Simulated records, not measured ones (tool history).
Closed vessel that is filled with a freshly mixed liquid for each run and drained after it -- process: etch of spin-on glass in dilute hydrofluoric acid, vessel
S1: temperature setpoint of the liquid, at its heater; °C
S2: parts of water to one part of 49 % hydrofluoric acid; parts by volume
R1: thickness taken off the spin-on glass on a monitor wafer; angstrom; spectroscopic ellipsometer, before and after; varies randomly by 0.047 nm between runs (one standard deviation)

{"run": 1, "hour": 0.0, "S1": 24, "S2": 185, "time in the liquid (s)": 30, "R1": 75.78}
{"run": 2, "hour": 3.8, "S1": 23, "S2": 185, "time in the liquid (s)": 30, "R1": 72.948}
{"run": 3, "hour": 7.8, "S1": 23, "S2": 225, "time in the liquid (s)": 30, "R1": 57.136}
{"run": 4, "hour": 8.9, "S1": 23.5, "S2": 225, "time in the liquid (s)": 30, "R1": 57.872}
{"run": 5, "hour": 16.9, "S1": 20, "S2": 225, "time in the liquid (s)": 30, "R1": 50.934}
{"run": 6, "hour": 22.2, "S1": 20, "S2": 170, "time in the liquid (s)": 30, "R1": 70.609}

Run 7 has not been measured yet. What should we expect?
{"run": 7, "hour": 26.2, "S1": 19.5, "S2": 170, "time in the liquid (s)": 30, "R1": "?"}

Run 7 came out at R1 70 angstrom.
